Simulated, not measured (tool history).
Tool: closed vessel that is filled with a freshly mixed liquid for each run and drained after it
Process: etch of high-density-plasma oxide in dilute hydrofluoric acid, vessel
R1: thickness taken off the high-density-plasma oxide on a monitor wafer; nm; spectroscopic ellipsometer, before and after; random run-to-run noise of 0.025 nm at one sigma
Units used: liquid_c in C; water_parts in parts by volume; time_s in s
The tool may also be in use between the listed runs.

run 1 day=0.000 | liquid_c=23.0 water_parts=220 time_s=235 | R1=4.6760
run 2 day=0.175 | liquid_c=24.0 water_parts=220 time_s=235 | R1=4.8531
run 3 day=0.233 | liquid_c=24.0 water_parts=220 time_s=235 | R1=4.8392
run 4 day=0.283 | liquid_c=24.0 water_parts=220 time_s=235 | R1=4.8180
run 5 day=0.375 | liquid_c=20.5 water_parts=220 time_s=235 | R1=4.2293
run 6 day=0.608 | liquid_c=21.5 water_parts=220 time_s=235 | R1=4.3881
run 7 day=0.729 | liquid_c=22.5 water_parts=220 time_s=235 | R1=4.5651
run 8 day=0.946 | liquid_c=23.5 water_parts=220 time_s=235 | R1=4.7519

Estimate the outcome of run 9 from the log above:
run 9 day=1.300 | liquid_c=24.0 water_parts=220 time_s=235 | R1=?

{"run 9": {"R1": 4.8367}}
